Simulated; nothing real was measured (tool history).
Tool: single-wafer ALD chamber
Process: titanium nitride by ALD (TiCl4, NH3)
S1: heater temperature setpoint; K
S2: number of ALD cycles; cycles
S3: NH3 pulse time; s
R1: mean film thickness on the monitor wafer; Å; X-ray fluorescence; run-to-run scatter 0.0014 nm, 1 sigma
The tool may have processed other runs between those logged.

run  hour      S1  S2    S3      R1
  1   0.0  648.15  31  1.80  6.9812
  2   2.7  648.15  31  2.28  7.1351
  3   4.7  645.15  31  2.07  7.0685
  4  13.7  650.15  31  2.07  7.0741
  5  20.0  645.15  31  2.07  7.0580
  6  28.1  645.15  29  2.07  6.5744
  7  36.7  643.15  29  1.96  6.5373
  8  40.9  642.15  29  1.88  6.4996
  9  48.7  641.15  29  1.82  6.4819

Run 10, settings as shown, results not yet in. Your forecast:
 10  53.7  641.15  29  1.82   ?

R1: 6.4966 Å
